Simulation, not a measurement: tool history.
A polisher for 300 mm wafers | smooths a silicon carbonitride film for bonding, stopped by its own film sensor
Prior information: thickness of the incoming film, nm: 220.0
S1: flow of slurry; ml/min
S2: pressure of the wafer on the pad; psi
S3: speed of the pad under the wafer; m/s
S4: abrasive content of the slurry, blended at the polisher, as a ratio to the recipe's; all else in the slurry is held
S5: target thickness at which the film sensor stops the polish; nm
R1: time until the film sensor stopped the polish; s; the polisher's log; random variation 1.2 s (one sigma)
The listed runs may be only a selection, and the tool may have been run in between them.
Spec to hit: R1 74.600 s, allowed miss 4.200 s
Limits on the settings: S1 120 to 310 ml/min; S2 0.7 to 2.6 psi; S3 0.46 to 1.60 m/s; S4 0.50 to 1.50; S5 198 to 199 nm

{"run": 1, "hour": 0.0, "S1": 200, "S2": 1.6, "S3": 1.02, "S4": 1.0, "S5": 199, "R1": 129.93}
{"run": 2, "hour": 1.3, "S1": 200, "S2": 1.6, "S3": 1.02, "S4": 1.15, "S5": 199, "R1": 123.78}
{"run": 3, "hour": 2.9, "S1": 200, "S2": 1.8, "S3": 1.04, "S4": 1.15, "S5": 199, "R1": 111.3}
{"run": 4, "hour": 9.1, "S1": 200, "S2": 2.0, "S3": 1.06, "S4": 1.15, "S5": 199, "R1": 97.937}
{"run": 5, "hour": 15.2, "S1": 200, "S2": 2.0, "S3": 1.06, "S4": 1.15, "S5": 198, "R1": 103.16}
{"run": 6, "hour": 23.2, "S1": 160, "S2": 2.0, "S3": 1.06, "S4": 1.15, "S5": 198, "R1": 111.71}
{"run": 7, "hour": 29.1, "S1": 160, "S2": 2.0, "S3": 1.06, "S4": 1.15, "S5": 198, "R1": 110.17}
{"run": 8, "hour": 31.9, "S1": 170, "S2": 2.2, "S3": 1.08, "S4": 1.15, "S5": 198, "R1": 95.872}
{"hour": 36.9, "done": "slurry nozzle cleaned"}
{"run": 9, "hour": 36.9, "S1": 185, "S2": 2.3, "S3": 1.08, "S4": 1.15, "S5": 198, "R1": 85.113}
{"run": 10, "hour": 40.3, "S1": 220, "S2": 2.4, "S3": 1.08, "S4": 1.15, "S5": 198, "R1": 83.033}

Exercise: of the 4 proposed moves below, exactly one satisfies all targets within the stated allowed misses. Which move is it?
{"run": "A", "hour": 43.7, "S1": 230, "S2": 2.1, "S3": 1.08, "S4": 1.05, "S5": 198, "R1": "?"}
{"run": "B", "hour": 43.7, "S1": 220, "S2": 2.5, "S3": 1.06, "S4": 1.05, "S5": 198, "R1": "?"}
{"run": "C", "hour": 43.7, "S1": 185, "S2": 2.6, "S3": 0.94, "S4": 1.25, "S5": 199, "R1": "?"}
{"run": "D", "hour": 43.7, "S1": 215, "S2": 2.3, "S3": 0.96, "S4": 1.3, "S5": 198, "R1": "?"}

move=A R1=95.187
move=B R1=81.668
move=C R1=76.664
move=D R1=86.052
A: moves away from the targets compared with the last run
B: nearer the targets than the last run, but a result is still out of spec
C: each result inside its tolerance
D: moves away from the targets compared with the last run
Go with C: it meets all targets.
